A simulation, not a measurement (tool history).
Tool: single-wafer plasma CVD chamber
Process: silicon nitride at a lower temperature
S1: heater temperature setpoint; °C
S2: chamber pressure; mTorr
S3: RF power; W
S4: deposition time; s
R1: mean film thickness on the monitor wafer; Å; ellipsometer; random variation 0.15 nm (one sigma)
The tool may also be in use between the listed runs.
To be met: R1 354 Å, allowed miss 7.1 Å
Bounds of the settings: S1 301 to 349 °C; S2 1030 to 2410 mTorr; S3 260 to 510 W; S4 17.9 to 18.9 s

run,hour,S1,S2,S3,S4,R1
1,0,325,1720,385,18.9,291.39
2,8.5,325,1820,395,18.9,300.04
3,9.9,325,1900,405,18.9,309.14
4,14.5,334,1900,405,18.9,308.6
5,22.5,334,1900,405,17.9,292.11
6,30.1,334,1970,420,18,303.45
7,37.1,334,2030,435,18.1,313.96
8,39.2,334,2080,445,18.1,321.18
9,42.6,334,2120,450,18.1,324.88
10,48.8,334,2160,455,18.1,330.36
11,49.3,334,2200,460,18.1,335.6

Which of these 4 next moves meets every target?
A,49.8,332,2230,475,17.9,?
B,49.8,334,2180,485,18.5,?
C,49.8,344,2410,435,18.9,?
D,49.8,337,2210,445,18.7,?

move,R1
A,338.07
B,351.16
C,342.5
D,337.25
A: nearer than the last run, and not there yet
B: meets every target
C: nearer than the last run, and not there yet
D: nearer than the last run, and not there yet
Move B is the one to make.

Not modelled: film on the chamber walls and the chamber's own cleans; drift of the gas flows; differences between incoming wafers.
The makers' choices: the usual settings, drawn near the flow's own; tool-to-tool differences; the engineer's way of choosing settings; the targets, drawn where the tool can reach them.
